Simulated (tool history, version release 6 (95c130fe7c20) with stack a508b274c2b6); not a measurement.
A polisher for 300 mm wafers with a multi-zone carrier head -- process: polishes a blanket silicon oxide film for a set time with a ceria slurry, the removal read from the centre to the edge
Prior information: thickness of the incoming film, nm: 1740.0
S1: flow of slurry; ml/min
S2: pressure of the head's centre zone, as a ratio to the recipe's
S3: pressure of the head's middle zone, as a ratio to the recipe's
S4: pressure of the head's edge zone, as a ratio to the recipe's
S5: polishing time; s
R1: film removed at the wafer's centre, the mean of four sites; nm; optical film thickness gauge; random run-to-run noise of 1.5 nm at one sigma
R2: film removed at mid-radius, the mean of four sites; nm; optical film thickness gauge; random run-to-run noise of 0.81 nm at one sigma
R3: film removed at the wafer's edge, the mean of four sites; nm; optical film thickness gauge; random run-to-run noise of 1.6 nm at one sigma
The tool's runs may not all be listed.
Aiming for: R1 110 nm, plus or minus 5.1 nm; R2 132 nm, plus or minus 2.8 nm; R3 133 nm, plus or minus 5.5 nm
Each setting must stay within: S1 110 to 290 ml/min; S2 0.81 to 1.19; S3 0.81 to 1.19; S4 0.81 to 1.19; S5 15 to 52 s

{"run": 1, "day": 0.0, "S1": 185, "S2": 1, "S3": 1, "S4": 1, "S5": 33, "R1": 225.26, "R2": 216.81, "R3": 217.49}
{"run": 2, "day": 0.125, "S1": 180, "S2": 0.98, "S3": 1, "S4": 1, "S5": 31, "R1": 206.37, "R2": 204.4, "R3": 200.92}
{"run": 3, "day": 0.296, "S1": 175, "S2": 0.96, "S3": 1, "S4": 1.01, "S5": 30, "R1": 190.92, "R2": 196.64, "R3": 201.12}
{"run": 4, "day": 0.558, "S1": 170, "S2": 0.94, "S3": 0.99, "S4": 0.99, "S5": 29, "R1": 178.23, "R2": 186.81, "R3": 188.5}
{"run": 5, "day": 0.879, "S1": 165, "S2": 0.92, "S3": 0.98, "S4": 0.97, "S5": 28, "R1": 169.7, "R2": 178.86, "R3": 180.55}
{"run": 6, "day": 1.058, "S1": 165, "S2": 0.92, "S3": 0.95, "S4": 0.97, "S5": 28, "R1": 167.88, "R2": 172.75, "R3": 178.77}
{"run": 7, "day": 1.121, "S1": 160, "S2": 0.91, "S3": 0.95, "S4": 0.96, "S5": 27, "R1": 162.09, "R2": 165.43, "R3": 174.28}
{"run": 8, "day": 1.496, "S1": 165, "S2": 0.81, "S3": 1.05, "S4": 0.97, "S5": 17, "R1": 89.968, "R2": 115.32, "R3": 108.8}
{"run": 9, "day": 1.646, "S1": 170, "S2": 0.82, "S3": 1.05, "S4": 0.99, "S5": 17, "R1": 92, "R2": 114.65, "R3": 109.63}
{"run": 10, "day": 2.0, "S1": 170, "S2": 0.82, "S3": 1.05, "S4": 0.99, "S5": 17, "R1": 92.607, "R2": 114.62, "R3": 109.18}
{"run": 11, "day": 2.046, "S1": 165, "S2": 0.82, "S3": 1.05, "S4": 1, "S5": 18, "R1": 99.127, "R2": 121.23, "R3": 114.51}
{"run": 12, "day": 2.1, "S1": 170, "S2": 0.82, "S3": 1.04, "S4": 1, "S5": 18, "R1": 97.684, "R2": 121.24, "R3": 115.67}
{"run": 13, "day": 2.146, "S1": 175, "S2": 0.82, "S3": 1.03, "S4": 1.02, "S5": 18, "R1": 99.292, "R2": 121.65, "R3": 118.82}
{"run": 14, "day": 2.221, "S1": 180, "S2": 0.82, "S3": 1.03, "S4": 1.03, "S5": 18, "R1": 97.556, "R2": 120.39, "R3": 119.67}
{"run": 15, "day": 2.267, "S1": 185, "S2": 0.83, "S3": 1.03, "S4": 1.04, "S5": 18, "R1": 99.128, "R2": 122.7, "R3": 121.29}
{"run": 16, "day": 2.633, "S1": 190, "S2": 0.84, "S3": 1.03, "S4": 1.05, "S5": 18, "R1": 101.09, "R2": 122.49, "R3": 119}
{"run": 17, "day": 2.812, "S1": 190, "S2": 0.84, "S3": 1.03, "S4": 1.06, "S5": 18, "R1": 100.68, "R2": 121.33, "R3": 121.17}
{"run": 18, "day": 3.162, "S1": 195, "S2": 0.84, "S3": 1.03, "S4": 1.07, "S5": 18, "R1": 105.32, "R2": 123.26, "R3": 121.46}
{"run": 19, "day": 3.196, "S1": 195, "S2": 0.84, "S3": 1.03, "S4": 1.08, "S5": 18, "R1": 104.66, "R2": 124.33, "R3": 123.87}
{"run": 20, "day": 3.246, "S1": 195, "S2": 0.84, "S3": 1.03, "S4": 1.09, "S5": 18, "R1": 103.4, "R2": 123.36, "R3": 125.14}
{"run": 21, "day": 3.467, "S1": 200, "S2": 0.84, "S3": 1.03, "S4": 1.1, "S5": 18, "R1": 104.02, "R2": 122.62, "R3": 123.29}
{"run": 22, "day": 3.533, "S1": 200, "S2": 0.84, "S3": 1.03, "S4": 1.11, "S5": 18, "R1": 102.3, "R2": 122.93, "R3": 124.55}
{"run": 23, "day": 3.867, "S1": 205, "S2": 0.84, "S3": 1.03, "S4": 1.12, "S5": 18, "R1": 103.61, "R2": 124.39, "R3": 127.1}
{"run": 24, "day": 4.054, "S1": 210, "S2": 0.84, "S3": 1.03, "S4": 1.13, "S5": 18, "R1": 105.08, "R2": 124.83, "R3": 125.93}
{"run": 25, "day": 4.096, "S1": 210, "S2": 0.84, "S3": 1.03, "S4": 1.14, "S5": 18, "R1": 105.08, "R2": 124.43, "R3": 127.31}

Pick the move, out of 5, that brings all results within their allowed miss; only one does.
{"run": "A", "day": 4.138, "S1": 190, "S2": 0.86, "S3": 1.06, "S4": 1.15, "S5": 19, "R1": "?", "R2": "?", "R3": "?"}
{"run": "B", "day": 4.138, "S1": 195, "S2": 0.81, "S3": 1.06, "S4": 1.14, "S5": 18, "R1": "?", "R2": "?", "R3": "?"}
{"run": "C", "day": 4.138, "S1": 190, "S2": 0.84, "S3": 0.97, "S4": 1.19, "S5": 18, "R1": "?", "R2": "?", "R3": "?"}
{"run": "D", "day": 4.138, "S1": 240, "S2": 0.99, "S3": 1.04, "S4": 1.12, "S5": 17, "R1": "?", "R2": "?", "R3": "?"}
{"run": "E", "day": 4.138, "S1": 290, "S2": 0.81, "S3": 0.99, "S4": 1.19, "S5": 17, "R1": "?", "R2": "?", "R3": "?"}

move=A R1=111.26 R2=131.26 R3=134.23
move=B R1=99.698 R2=124.91 R3=126.99
move=C R1=102.87 R2=115.36 R3=129.61
move=D R1=119.16 R2=119.47 R3=121.56
move=E R1=99.66 R2=117.19 R3=127.6
A: hits every target within its allowed miss
B: an improvement on the last run, though not all results are within tolerance
C: the biggest miss grows against the last run
D: the biggest miss grows against the last run
E: the biggest miss grows against the last run
The right move is A.
